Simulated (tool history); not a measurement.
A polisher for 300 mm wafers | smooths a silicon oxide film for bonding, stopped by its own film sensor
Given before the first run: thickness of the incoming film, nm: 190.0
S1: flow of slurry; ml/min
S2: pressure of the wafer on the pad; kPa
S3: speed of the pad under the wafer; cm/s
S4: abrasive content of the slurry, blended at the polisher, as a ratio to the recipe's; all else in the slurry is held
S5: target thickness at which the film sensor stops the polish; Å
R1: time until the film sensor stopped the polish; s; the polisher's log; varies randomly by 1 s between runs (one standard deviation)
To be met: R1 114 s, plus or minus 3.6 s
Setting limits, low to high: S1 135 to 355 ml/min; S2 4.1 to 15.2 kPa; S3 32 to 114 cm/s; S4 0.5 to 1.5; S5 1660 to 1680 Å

run  hour   S1   S2  S3  S4    S5      R1
  1     0  225  9.7  72   1  1660  60.573
  2   5.3  225  9.7  72   1  1660  59.612
  3   6.3  225  9.7  58   1  1660   70.91
  4  12.1  220  8.3  58   1  1660   81.57
  5    21  220  7.6  58   1  1660  88.938
  6  28.5  185  7.6  58   1  1660   93.37
  7    34  175  6.9  58   1  1660  101.63
  8  35.5  165  6.9  58   1  1660  102.01
  9  39.4  160  6.9  58   1  1660  101.08

5 candidate next runs follow, results not yet known. Just one meets every target within its allowed miss. Identify it.
  A  43.3  155  4.8  66   1.1  1670   ?
  B  43.3  210  5.5  56     1  1680   ?
  C  43.3  140  7.6  50  1.05  1670   ?
  D  43.3  155  6.2  54   0.9  1660   ?
  E  43.3  160  5.5  68   1.3  1680   ?

move      R1
   A  120.78
   B   113.8
   C  100.38
   D  125.85
   E  92.541
A: carries the result that was furthest off beyond its target, to the other side
B: in spec on every target
C: lands further from the targets than the last run did
D: carries the result that was furthest off beyond its target, to the other side
E: lands further from the targets than the last run did
B is the move that brings every result within its allowed miss.

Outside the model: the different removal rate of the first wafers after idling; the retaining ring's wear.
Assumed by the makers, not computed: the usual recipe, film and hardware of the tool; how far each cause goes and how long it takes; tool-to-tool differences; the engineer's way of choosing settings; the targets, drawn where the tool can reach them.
